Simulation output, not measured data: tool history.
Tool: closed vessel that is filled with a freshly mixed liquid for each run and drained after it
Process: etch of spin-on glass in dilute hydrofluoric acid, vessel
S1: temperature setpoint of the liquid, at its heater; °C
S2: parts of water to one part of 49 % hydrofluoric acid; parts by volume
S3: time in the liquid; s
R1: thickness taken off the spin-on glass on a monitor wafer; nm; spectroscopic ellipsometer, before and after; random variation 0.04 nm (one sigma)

run  hour    S1   S2  S3      R1
  1     0    23  150  35  8.1647
  2   3.4    23  150  35  8.1572
  3   5.9  23.5  150  35  8.3199
  4  11.9    20  150  35   7.255
  5  15.4    20  150  35  7.3024
  6  20.8    20  120  35  9.3661

Forecast run 7:
  7  29.6  19.5  120  35   ?

Run 7 gave R1 9.1342 nm.

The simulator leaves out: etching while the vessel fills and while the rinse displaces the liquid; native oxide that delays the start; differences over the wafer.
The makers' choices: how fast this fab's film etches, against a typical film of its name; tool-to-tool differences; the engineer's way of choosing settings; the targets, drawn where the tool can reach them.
